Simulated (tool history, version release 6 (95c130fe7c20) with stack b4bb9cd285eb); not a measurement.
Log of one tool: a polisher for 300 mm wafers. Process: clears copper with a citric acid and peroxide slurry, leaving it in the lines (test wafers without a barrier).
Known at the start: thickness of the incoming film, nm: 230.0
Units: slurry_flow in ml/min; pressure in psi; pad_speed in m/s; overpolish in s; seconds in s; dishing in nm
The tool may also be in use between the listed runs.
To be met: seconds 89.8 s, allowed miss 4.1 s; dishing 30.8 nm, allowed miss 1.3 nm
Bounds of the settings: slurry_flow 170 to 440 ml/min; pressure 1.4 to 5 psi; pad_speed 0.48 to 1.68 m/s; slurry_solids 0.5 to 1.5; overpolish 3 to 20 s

{"run": 1, "hour": 0.0, "slurry_flow": 280, "pressure": 3.2, "pad_speed": 1.08, "slurry_solids": 1, "overpolish": 10, "seconds": 91.457, "dishing": 18.36}
{"run": 2, "hour": 7.3, "slurry_flow": 280, "pressure": 3.2, "pad_speed": 1.08, "slurry_solids": 1, "overpolish": 11, "seconds": 91.704, "dishing": 20.334}
{"run": 3, "hour": 8.0, "slurry_flow": 280, "pressure": 3.8, "pad_speed": 1.08, "slurry_solids": 1, "overpolish": 11, "seconds": 79.828, "dishing": 23.268}
{"run": 4, "hour": 13.7, "slurry_flow": 280, "pressure": 3.8, "pad_speed": 1.08, "slurry_solids": 1, "overpolish": 9, "seconds": 79.896, "dishing": 18.605}
{"run": 5, "hour": 22.4, "slurry_flow": 280, "pressure": 3.7, "pad_speed": 1.08, "slurry_solids": 1, "overpolish": 10, "seconds": 82.612, "dishing": 20.541}
{"run": 6, "hour": 27.0, "slurry_flow": 280, "pressure": 3.7, "pad_speed": 1.08, "slurry_solids": 1, "overpolish": 8, "seconds": 83.6, "dishing": 16.642}
{"run": 7, "hour": 34.2, "slurry_flow": 275, "pressure": 3.4, "pad_speed": 1.06, "slurry_solids": 1, "overpolish": 13, "seconds": 90.108, "dishing": 23.99}
{"run": 8, "hour": 36.8, "slurry_flow": 275, "pressure": 3.4, "pad_speed": 1.06, "slurry_solids": 1, "overpolish": 15, "seconds": 89.994, "dishing": 27.47}
{"run": 9, "hour": 43.8, "slurry_flow": 275, "pressure": 3.4, "pad_speed": 1.06, "slurry_solids": 1, "overpolish": 15, "seconds": 89.065, "dishing": 27.913}
{"run": 10, "hour": 50.4, "slurry_flow": 275, "pressure": 3.4, "pad_speed": 1.06, "slurry_solids": 1, "overpolish": 16, "seconds": 89.43, "dishing": 28.276}
{"run": 11, "hour": 52.6, "slurry_flow": 275, "pressure": 3.4, "pad_speed": 1.06, "slurry_solids": 1, "overpolish": 18, "seconds": 91.001, "dishing": 32.351}

4 next moves are on the table. One of them brings every result within its allowed miss. Which?
{"run": "A", "hour": 54.8, "slurry_flow": 255, "pressure": 2.8, "pad_speed": 1.24, "slurry_solids": 1.05, "overpolish": 17, "seconds": "?", "dishing": "?"}
{"run": "B", "hour": 54.8, "slurry_flow": 310, "pressure": 3.4, "pad_speed": 0.94, "slurry_solids": 0.9, "overpolish": 17, "seconds": "?", "dishing": "?"}
{"run": "C", "hour": 54.8, "slurry_flow": 290, "pressure": 3.1, "pad_speed": 1.04, "slurry_solids": 0.95, "overpolish": 16, "seconds": "?", "dishing": "?"}
{"run": "D", "hour": 54.8, "slurry_flow": 230, "pressure": 3.7, "pad_speed": 0.9, "slurry_solids": 1, "overpolish": 16, "seconds": "?", "dishing": "?"}

move=A seconds=91.568 dishing=30.507
move=B seconds=100.58 dishing=28.209
move=C seconds=98.884 dishing=27.076
move=D seconds=98.571 dishing=27.253
A: meets every target
B: takes the result that was furthest off past its target
C: takes the result that was furthest off past its target
D: takes the result that was furthest off past its target
The right move is A.
